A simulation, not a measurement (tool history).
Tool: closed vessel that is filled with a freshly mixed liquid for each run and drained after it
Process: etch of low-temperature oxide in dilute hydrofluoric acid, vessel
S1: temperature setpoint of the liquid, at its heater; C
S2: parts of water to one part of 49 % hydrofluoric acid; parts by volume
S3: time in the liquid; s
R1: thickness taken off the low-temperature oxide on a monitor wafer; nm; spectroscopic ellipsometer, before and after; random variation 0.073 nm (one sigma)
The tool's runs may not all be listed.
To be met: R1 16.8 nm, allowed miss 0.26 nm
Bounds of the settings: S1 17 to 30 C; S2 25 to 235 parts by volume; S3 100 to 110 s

run,hour,S1,S2,S3,R1
1,0,22,130,100,20.361
2,8.9,22,110,100,24.538
3,10.4,21,115,100,22.464
4,11,20,120,100,20.437
5,17.2,20,165,100,14.246
6,20.4,20,185,100,12.417
7,22.7,22,185,100,13.349
# hour 29.6: hydrofluoric acid flow meter replaced
8,29.6,23.5,185,100,16.088

Which of these 4 next moves meets every target?
A,36.5,26.5,210,110,?
B,36.5,24,195,105,?
C,36.5,20.5,180,100,?
D,36.5,23,185,100,?

move,R1
A,16.806
B,16.037
C,14.716
D,15.675
A: meets every target
B: further off than the last run
C: further off than the last run
D: further off than the last run
Answer: A
